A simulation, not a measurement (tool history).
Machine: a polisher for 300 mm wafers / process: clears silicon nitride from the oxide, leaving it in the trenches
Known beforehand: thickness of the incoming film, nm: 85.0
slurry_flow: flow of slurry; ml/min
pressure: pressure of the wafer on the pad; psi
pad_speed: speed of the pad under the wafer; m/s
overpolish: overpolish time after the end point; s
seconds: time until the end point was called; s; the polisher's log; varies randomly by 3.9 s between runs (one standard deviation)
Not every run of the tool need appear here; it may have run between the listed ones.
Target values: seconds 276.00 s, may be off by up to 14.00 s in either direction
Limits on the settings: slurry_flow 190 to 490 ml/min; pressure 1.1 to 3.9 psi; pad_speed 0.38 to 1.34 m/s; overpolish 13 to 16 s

run  hour  slurry_flow  pressure  pad_speed  overpolish  seconds
  1   0.0          315       2.5       0.86          16   125.88
  2   2.5          315       2.2       0.80          16   152.74
  3   6.4          365       2.2       0.80          16   153.42
  4  15.2          440       2.2       0.80          16   148.61
  5  21.3          475       2.2       0.80          16   150.79
  6  28.3          475       1.9       0.76          16   185.01
  7  31.5          475       1.7       0.76          16   204.12
  8  37.6          475       1.6       0.76          16   218.45
  9  45.1          475       1.5       0.76          16   227.00
 10  46.7          475       1.4       0.76          16   246.73

Which of these 5 next moves meets every target?
  A  48.3          485       1.5       0.82          16        ?
  B  48.3          490       1.4       0.66          15        ?
  C  48.3          455       1.6       0.80          16        ?
  D  48.3          490       1.4       0.84          16        ?
  E  48.3          485       1.4       0.80          16        ?

move  seconds
   A   217.51
   B   286.18
   C   210.29
   D   226.74
   E   237.85
A: further off than the last run
B: hits every target within its allowed miss
C: further off than the last run
D: further off than the last run
E: further off than the last run
Answer: B

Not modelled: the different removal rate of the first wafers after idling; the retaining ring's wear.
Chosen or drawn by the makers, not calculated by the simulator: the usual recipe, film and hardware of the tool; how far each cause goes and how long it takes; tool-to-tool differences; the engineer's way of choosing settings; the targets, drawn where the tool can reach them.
